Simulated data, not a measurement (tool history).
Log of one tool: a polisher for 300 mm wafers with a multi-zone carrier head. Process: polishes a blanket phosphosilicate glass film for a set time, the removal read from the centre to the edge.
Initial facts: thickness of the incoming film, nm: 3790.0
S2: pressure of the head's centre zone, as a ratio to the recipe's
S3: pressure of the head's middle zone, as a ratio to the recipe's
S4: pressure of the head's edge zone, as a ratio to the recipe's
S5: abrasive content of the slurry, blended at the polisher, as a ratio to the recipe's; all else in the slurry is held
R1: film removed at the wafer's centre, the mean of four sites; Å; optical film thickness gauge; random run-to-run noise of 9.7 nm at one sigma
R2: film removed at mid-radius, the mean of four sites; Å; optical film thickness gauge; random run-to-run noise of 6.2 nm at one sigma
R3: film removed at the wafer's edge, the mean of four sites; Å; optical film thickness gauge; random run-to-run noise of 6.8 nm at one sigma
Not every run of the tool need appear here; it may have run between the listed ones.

run 1 hour=0 | flow_of_slurry_(ml/min)=215 S2=1 S3=1 S4=1 S5=1 polishing_time_(s)=67 | R1=5499.4 R2=5351.6 R3=5385.9
run 2 hour=4.6 | flow_of_slurry_(ml/min)=215 S2=1.07 S3=1 S4=1 S5=1 polishing_time_(s)=67 | R1=5765.1 R2=5356.7 R3=5474.9
run 3 hour=11.2 | flow_of_slurry_(ml/min)=185 S2=1.07 S3=1 S4=1 S5=1 polishing_time_(s)=67 | R1=5765.3 R2=5225.3 R3=5327.5
run 4 hour=14.5 | flow_of_slurry_(ml/min)=185 S2=1.07 S3=1 S4=1 S5=1 polishing_time_(s)=81 | R1=6810.5 R2=6330.4 R3=6457.2
run 5 hour=17 | flow_of_slurry_(ml/min)=185 S2=1.02 S3=1 S4=1 S5=1 polishing_time_(s)=81 | R1=6607.2 R2=6355.3 R3=6541.1
run 6 hour=18.3 | flow_of_slurry_(ml/min)=190 S2=1.04 S3=1.01 S4=0.99 S5=1.05 polishing_time_(s)=81 | R1=6789.8 R2=6426.9 R3=6463.2
run 7 hour=26.5 | flow_of_slurry_(ml/min)=200 S2=1.06 S3=1.03 S4=1 S5=1.1 polishing_time_(s)=81 | R1=7072.4 R2=6782.5 R3=6688.2
run 8 hour=33.1 | flow_of_slurry_(ml/min)=205 S2=1.08 S3=1.04 S4=1 S5=1.15 polishing_time_(s)=81 | R1=7247.9 R2=6940.1 R3=6795.8
run 9 hour=34.8 | flow_of_slurry_(ml/min)=210 S2=1.09 S3=1.05 S4=0.99 S5=1.2 polishing_time_(s)=82 | R1=7649.8 R2=7209.8 R3=6883.5
run 10 hour=36.3 | flow_of_slurry_(ml/min)=215 S2=1.1 S3=1.06 S4=1 S5=1.25 polishing_time_(s)=82 | R1=7705.6 R2=7401.3 R3=7113.6
run 11 hour=43.9 | flow_of_slurry_(ml/min)=220 S2=1.11 S3=1.06 S4=0.99 S5=1.3 polishing_time_(s)=82 | R1=8039.3 R2=7427.9 R3=7127.8

Run 12 is up next; what results do you expect?
run 12 hour=52.6 | flow_of_slurry_(ml/min)=225 S2=1.12 S3=1.07 S4=0.99 S5=1.3 polishing_time_(s)=82 | R1=? R2=? R3=?

R1: 7984.1 Å
R2: 7580.5 Å
R3: 7197.8 Å

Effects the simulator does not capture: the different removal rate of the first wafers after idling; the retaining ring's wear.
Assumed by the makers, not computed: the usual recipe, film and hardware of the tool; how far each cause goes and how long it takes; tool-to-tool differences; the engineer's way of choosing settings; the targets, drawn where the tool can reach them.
